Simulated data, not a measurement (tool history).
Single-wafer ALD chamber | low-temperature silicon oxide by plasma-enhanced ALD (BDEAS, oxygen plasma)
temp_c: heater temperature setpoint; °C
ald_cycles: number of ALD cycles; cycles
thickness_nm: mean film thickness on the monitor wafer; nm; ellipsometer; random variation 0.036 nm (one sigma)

run    day  temp_c  ald_cycles  thickness_nm
  1  0.000     120          63        8.7277
  2  0.317     126          63        8.6831
  3  0.483     126          69        9.4817
  4  0.779     126          70        9.6800
  5  0.958     126          78       10.7690
  6  1.217     126          82       11.2600
  7  1.258     126          81       11.1470
  8  1.288     126          81       11.1250

Run 9 comes next. What will it give?
  9  1.567     126          80             ?

{"run 9": {"thickness_nm": 11.029}}
